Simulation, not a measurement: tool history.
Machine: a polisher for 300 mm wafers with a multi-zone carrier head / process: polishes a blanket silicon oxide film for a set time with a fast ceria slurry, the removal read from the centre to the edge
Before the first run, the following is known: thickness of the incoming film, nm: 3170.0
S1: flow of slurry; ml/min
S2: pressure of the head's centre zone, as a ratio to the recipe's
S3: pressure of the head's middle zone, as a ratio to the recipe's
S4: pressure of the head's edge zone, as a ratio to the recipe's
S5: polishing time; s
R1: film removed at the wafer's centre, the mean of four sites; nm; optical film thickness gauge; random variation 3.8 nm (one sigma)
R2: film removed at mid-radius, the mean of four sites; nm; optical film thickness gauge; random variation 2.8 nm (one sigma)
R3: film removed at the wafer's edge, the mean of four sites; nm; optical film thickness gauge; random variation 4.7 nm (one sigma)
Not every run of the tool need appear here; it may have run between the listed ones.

run,hour,S1,S2,S3,S4,S5,R1,R2,R3
1,0,205,1,1,1,40,257.44,260.93,259.4
2,2.6,210,0.98,1.03,1.04,42,271.57,280,277.24
3,10.5,210,0.98,1.11,1.04,42,266.51,300.48,278.07
4,16.7,210,0.98,1.11,1.04,38,239.75,271.7,245.55
5,24.4,230,0.98,1.11,1.04,38,249.63,277.83,258.6
6,25.7,230,0.98,1.17,1.04,38,242.88,288.76,257.39
7,31,245,0.96,1.17,1.07,39,249.25,296.34,267.14
8,37.2,255,0.94,1.16,1.1,41,257.06,310.54,284.96
9,39,265,0.93,1.15,1.12,42,259.33,319.12,288.66
10,47.2,260,0.92,1.12,1.14,44,267.28,324.27,315.03

Estimate the outcome of run 11 from the log above:
11,48.7,265,0.92,1.12,1.15,44,?,?,?

R1: 272.56 nm
R2: 323.65 nm
R3: 314.94 nm
